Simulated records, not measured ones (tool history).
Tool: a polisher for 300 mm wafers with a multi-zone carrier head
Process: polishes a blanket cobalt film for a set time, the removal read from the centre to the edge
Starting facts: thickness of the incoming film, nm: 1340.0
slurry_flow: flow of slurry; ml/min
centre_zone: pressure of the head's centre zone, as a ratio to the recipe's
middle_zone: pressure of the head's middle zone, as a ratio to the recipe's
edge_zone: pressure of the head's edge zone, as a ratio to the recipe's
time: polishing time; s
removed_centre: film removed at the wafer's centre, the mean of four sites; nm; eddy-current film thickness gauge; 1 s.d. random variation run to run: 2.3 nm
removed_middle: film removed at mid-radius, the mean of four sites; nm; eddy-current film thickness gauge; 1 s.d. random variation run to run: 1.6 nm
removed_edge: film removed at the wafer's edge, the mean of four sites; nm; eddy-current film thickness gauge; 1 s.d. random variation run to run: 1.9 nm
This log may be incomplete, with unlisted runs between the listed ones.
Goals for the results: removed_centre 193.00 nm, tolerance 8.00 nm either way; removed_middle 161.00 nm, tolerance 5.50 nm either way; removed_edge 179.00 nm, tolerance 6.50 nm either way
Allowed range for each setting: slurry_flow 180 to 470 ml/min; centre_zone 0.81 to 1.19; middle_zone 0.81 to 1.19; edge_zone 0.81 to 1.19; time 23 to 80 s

{"run": 1, "day": 0.0, "slurry_flow": 300, "centre_zone": 1.0, "middle_zone": 1.0, "edge_zone": 1.0, "time": 51, "removed_centre": 123.64, "removed_middle": 125.09, "removed_edge": 127.9}
{"run": 2, "day": 0.275, "slurry_flow": 305, "centre_zone": 1.02, "middle_zone": 1.0, "edge_zone": 1.02, "time": 53, "removed_centre": 136.75, "removed_middle": 129.52, "removed_edge": 131.28}
{"run": 3, "day": 0.442, "slurry_flow": 305, "centre_zone": 1.02, "middle_zone": 0.94, "edge_zone": 1.02, "time": 53, "removed_centre": 131.93, "removed_middle": 123.03, "removed_edge": 132.58}
{"run": 4, "day": 0.667, "slurry_flow": 305, "centre_zone": 1.03, "middle_zone": 0.94, "edge_zone": 1.03, "time": 55, "removed_centre": 144.14, "removed_middle": 128.22, "removed_edge": 139.84}
{"run": 5, "day": 0.838, "slurry_flow": 360, "centre_zone": 1.03, "middle_zone": 0.94, "edge_zone": 1.03, "time": 55, "removed_centre": 147.55, "removed_middle": 130.91, "removed_edge": 138.39}
{"run": 6, "day": 0.988, "slurry_flow": 360, "centre_zone": 0.97, "middle_zone": 0.94, "edge_zone": 1.03, "time": 55, "removed_centre": 136.08, "removed_middle": 126.92, "removed_edge": 137.76}
{"run": 7, "day": 1.204, "slurry_flow": 355, "centre_zone": 0.98, "middle_zone": 0.94, "edge_zone": 1.04, "time": 57, "removed_centre": 143.13, "removed_middle": 133.42, "removed_edge": 143.34}
{"run": 8, "day": 1.412, "slurry_flow": 345, "centre_zone": 0.99, "middle_zone": 0.94, "edge_zone": 1.05, "time": 58, "removed_centre": 145.54, "removed_middle": 135.53, "removed_edge": 148.07}
{"run": 9, "day": 1.483, "slurry_flow": 340, "centre_zone": 1.01, "middle_zone": 0.94, "edge_zone": 1.06, "time": 59, "removed_centre": 147.87, "removed_middle": 136.34, "removed_edge": 152.29}

Below are 5 possible settings for the next run. Only one of them brings all results inside the allowed miss of their targets. Which is it?
{"run": "A", "day": 1.554, "slurry_flow": 340, "centre_zone": 1.06, "middle_zone": 0.9, "edge_zone": 0.98, "time": 71, "removed_centre": "?", "removed_middle": "?", "removed_edge": "?"}
{"run": "B", "day": 1.554, "slurry_flow": 305, "centre_zone": 1.17, "middle_zone": 0.81, "edge_zone": 1.15, "time": 62, "removed_centre": "?", "removed_middle": "?", "removed_edge": "?"}
{"run": "C", "day": 1.554, "slurry_flow": 425, "centre_zone": 1.06, "middle_zone": 0.92, "edge_zone": 1.09, "time": 45, "removed_centre": "?", "removed_middle": "?", "removed_edge": "?"}
{"run": "D", "day": 1.554, "slurry_flow": 435, "centre_zone": 1.11, "middle_zone": 1.17, "edge_zone": 0.91, "time": 58, "removed_centre": "?", "removed_middle": "?", "removed_edge": "?"}
{"run": "E", "day": 1.554, "slurry_flow": 330, "centre_zone": 1.07, "middle_zone": 0.86, "edge_zone": 1.19, "time": 73, "removed_centre": "?", "removed_middle": "?", "removed_edge": "?"}

move=A removed_centre=189.17 removed_middle=159.79 removed_edge=175.98
move=B removed_centre=180.60 removed_middle=126.74 removed_edge=164.57
move=C removed_centre=122.03 removed_middle=104.78 removed_edge=118.51
move=D removed_centre=165.31 removed_middle=165.87 removed_edge=140.58
move=E removed_centre=195.79 removed_middle=157.81 removed_edge=197.86
A: in spec on every target
B: the biggest miss grows against the last run
C: the biggest miss grows against the last run
D: about as far from the targets as the last run
E: puts the biggest miss on target and leaves a different result outside tolerance
Correct choice: A, which meets every target

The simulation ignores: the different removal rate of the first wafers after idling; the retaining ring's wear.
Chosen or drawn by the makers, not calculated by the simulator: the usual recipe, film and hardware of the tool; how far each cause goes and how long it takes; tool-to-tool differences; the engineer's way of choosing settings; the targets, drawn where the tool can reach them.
